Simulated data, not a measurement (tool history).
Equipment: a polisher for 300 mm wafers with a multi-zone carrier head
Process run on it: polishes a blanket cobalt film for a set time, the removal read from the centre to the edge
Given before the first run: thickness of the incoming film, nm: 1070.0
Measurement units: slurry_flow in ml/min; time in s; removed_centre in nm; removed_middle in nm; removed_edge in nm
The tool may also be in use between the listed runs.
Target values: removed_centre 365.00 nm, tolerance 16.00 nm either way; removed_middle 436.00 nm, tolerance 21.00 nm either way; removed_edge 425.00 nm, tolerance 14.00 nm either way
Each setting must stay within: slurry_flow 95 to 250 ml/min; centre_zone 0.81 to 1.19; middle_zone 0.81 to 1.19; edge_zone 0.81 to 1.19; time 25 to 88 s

run 1 hour=0.0 | slurry_flow=160 centre_zone=1.00 middle_zone=1.00 edge_zone=1.00 time=56 | removed_centre=357.17 removed_middle=346.26 removed_edge=365.19
run 2 hour=3.6 | slurry_flow=160 centre_zone=1.00 middle_zone=1.00 edge_zone=0.96 time=56 | removed_centre=360.23 removed_middle=347.80 removed_edge=357.64
run 3 hour=4.8 | slurry_flow=160 centre_zone=1.00 middle_zone=1.00 edge_zone=0.96 time=50 | removed_centre=320.56 removed_middle=312.40 removed_edge=322.28
run 4 hour=8.0 | slurry_flow=165 centre_zone=0.99 middle_zone=1.02 edge_zone=0.99 time=52 | removed_centre=333.84 removed_middle=327.51 removed_edge=340.24
run 5 hour=15.1 | slurry_flow=165 centre_zone=0.99 middle_zone=1.02 edge_zone=1.02 time=52 | removed_centre=320.99 removed_middle=332.74 removed_edge=341.54
run 6 hour=18.9 | slurry_flow=170 centre_zone=0.99 middle_zone=1.03 edge_zone=1.04 time=53 | removed_centre=328.38 removed_middle=333.73 removed_edge=357.82
run 7 hour=20.5 | slurry_flow=170 centre_zone=0.99 middle_zone=1.03 edge_zone=1.04 time=53 | removed_centre=340.86 removed_middle=332.88 removed_edge=349.15
run 8 hour=24.2 | slurry_flow=170 centre_zone=0.97 middle_zone=1.04 edge_zone=1.04 time=55 | removed_centre=344.75 removed_middle=349.32 removed_edge=368.54
run 9 hour=26.5 | slurry_flow=170 centre_zone=0.95 middle_zone=1.06 edge_zone=1.04 time=56 | removed_centre=339.67 removed_middle=365.91 removed_edge=379.50
run 10 hour=28.3 | slurry_flow=175 centre_zone=0.95 middle_zone=1.08 edge_zone=1.04 time=57 | removed_centre=344.99 removed_middle=377.04 removed_edge=377.30
run 11 hour=31.5 | slurry_flow=175 centre_zone=0.94 middle_zone=1.09 edge_zone=1.05 time=58 | removed_centre=351.95 removed_middle=392.08 removed_edge=402.37
run 12 hour=32.6 | slurry_flow=180 centre_zone=0.94 middle_zone=1.10 edge_zone=1.05 time=58 | removed_centre=350.01 removed_middle=393.35 removed_edge=390.38
run 13 hour=35.6 | slurry_flow=180 centre_zone=0.94 middle_zone=1.11 edge_zone=1.06 time=59 | removed_centre=352.05 removed_middle=410.00 removed_edge=403.45
run 14 hour=38.2 | slurry_flow=180 centre_zone=0.94 middle_zone=1.11 edge_zone=1.07 time=59 | removed_centre=361.52 removed_middle=408.20 removed_edge=403.77
run 15 hour=39.2 | slurry_flow=180 centre_zone=0.94 middle_zone=1.12 edge_zone=1.08 time=59 | removed_centre=358.07 removed_middle=407.51 removed_edge=399.86

Next run, 5 choices. One meets every target within its allowed miss, the rest don't. Which?
run A hour=40.2 | slurry_flow=195 centre_zone=0.95 middle_zone=1.19 edge_zone=1.12 time=55 | removed_centre=? removed_middle=? removed_edge=?
run B hour=40.2 | slurry_flow=195 centre_zone=0.91 middle_zone=1.13 edge_zone=1.04 time=62 | removed_centre=? removed_middle=? removed_edge=?
run C hour=40.2 | slurry_flow=210 centre_zone=0.96 middle_zone=1.06 edge_zone=1.02 time=55 | removed_centre=? removed_middle=? removed_edge=?
run D hour=40.2 | slurry_flow=135 centre_zone=0.95 middle_zone=1.19 edge_zone=0.95 time=60 | removed_centre=? removed_middle=? removed_edge=?
run E hour=40.2 | slurry_flow=175 centre_zone=0.92 middle_zone=1.02 edge_zone=1.11 time=63 | removed_centre=? removed_middle=? removed_edge=?

move=A removed_centre=347.39 removed_middle=409.80 removed_edge=386.12
move=B removed_centre=374.84 removed_middle=443.51 removed_edge=419.70
move=C removed_centre=355.20 removed_middle=378.32 removed_edge=372.20
move=D removed_centre=349.45 removed_middle=416.01 removed_edge=368.71
move=E removed_centre=377.10 removed_middle=408.44 removed_edge=435.31
A: further off than the last run
B: in spec on every target
C: further off than the last run
D: further off than the last run
E: gets the furthest-off result to its target, but another result is out of tolerance
Correct choice: B, which meets every target
